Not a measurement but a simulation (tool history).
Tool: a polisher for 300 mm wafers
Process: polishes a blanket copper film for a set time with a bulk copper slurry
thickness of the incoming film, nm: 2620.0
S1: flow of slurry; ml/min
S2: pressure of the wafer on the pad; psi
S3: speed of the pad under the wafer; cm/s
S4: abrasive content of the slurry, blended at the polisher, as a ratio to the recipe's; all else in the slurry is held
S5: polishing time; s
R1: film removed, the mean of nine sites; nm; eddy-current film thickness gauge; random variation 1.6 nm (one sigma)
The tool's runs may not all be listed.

| run | hour | S1 | S2 | S3 | S4 | S5 | R1 |
|---|---|---|---|---|---|---|---|
| 1 | 0.0 | 310 | 3.4 | 136 | 1.0 | 21 | 339.59 |
| 2 | 4.4 | 240 | 3.4 | 136 | 1.0 | 21 | 336.80 |
| 3 | 9.7 | 240 | 3.4 | 136 | 0.8 | 21 | 309.88 |
| 4 | 11.7 | 240 | 3.4 | 118 | 0.8 | 21 | 275.67 |
| 5 | 17.1 | 240 | 3.4 | 96 | 0.8 | 21 | 234.68 |
| 6 | 17.7 | 240 | 3.4 | 128 | 0.8 | 21 | 297.29 |
| 7 | 26.1 | 240 | 3.0 | 128 | 0.8 | 21 | 264.14 |
| 8 | 31.1 | 240 | 2.7 | 128 | 0.8 | 21 | 238.43 |
| 9 | 34.4 | 240 | 2.5 | 128 | 0.8 | 21 | 217.52 |
| 10 | 36.6 | 240 | 2.4 | 128 | 0.8 | 21 | 211.98 |
| 11 | 41.1 | 240 | 2.3 | 128 | 0.8 | 21 | 207.58 |

Run 12 comes next. What will it give?
| 12 | 47.1 | 240 | 2.2 | 128 | 0.8 | 21 | ? |

Run 12 gave R1 196.27 nm.
